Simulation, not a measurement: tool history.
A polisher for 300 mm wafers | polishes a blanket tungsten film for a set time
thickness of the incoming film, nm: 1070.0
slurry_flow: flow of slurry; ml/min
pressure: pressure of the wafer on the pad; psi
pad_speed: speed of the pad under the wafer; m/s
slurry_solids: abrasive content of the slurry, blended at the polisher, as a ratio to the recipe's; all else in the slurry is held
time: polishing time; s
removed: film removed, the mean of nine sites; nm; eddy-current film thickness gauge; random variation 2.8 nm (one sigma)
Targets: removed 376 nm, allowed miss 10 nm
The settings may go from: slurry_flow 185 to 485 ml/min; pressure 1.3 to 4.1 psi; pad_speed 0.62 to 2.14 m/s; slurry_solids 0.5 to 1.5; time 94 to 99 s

run  hour  slurry_flow  pressure  pad_speed  slurry_solids  time  removed
  1     0          310       2.7       1.38              1    94   447.57
  2   6.6          310         3       1.38              1    94   506.32
  3  11.5          310         3        1.6              1    94   573.93
  4    18          370         3        1.6              1    94   580.78
  5  20.6          370       2.7        1.6              1    94   527.75
  6  23.5          325       2.7        1.6              1    94   520.47
  7  26.4          325       2.4        1.6              1    94    466.6
  8  27.9          320       1.7        1.6              1    94   334.63
  9  34.2          340         2        1.6              1    94   391.88
 10  40.5          335         2        1.6              1    94    398.6
 11  42.2          325         2        1.6              1    94   388.93

4 next moves are on the table. One of them brings every result within its allowed miss. Which?
  A  43.9          285       1.8       1.72              1    94        ?
  B  43.9          315       2.1       1.52            1.1    94        ?
  C  43.9          330         2       1.64           1.05    94        ?
  D  43.9          405       2.3       1.34            0.9    99        ?

move  removed
   A   375.51
   B   402.31
   C   408.56
   D   395.51
A: meets every target
B: further off than the last run
C: further off than the last run
D: further off than the last run
The right move is A.

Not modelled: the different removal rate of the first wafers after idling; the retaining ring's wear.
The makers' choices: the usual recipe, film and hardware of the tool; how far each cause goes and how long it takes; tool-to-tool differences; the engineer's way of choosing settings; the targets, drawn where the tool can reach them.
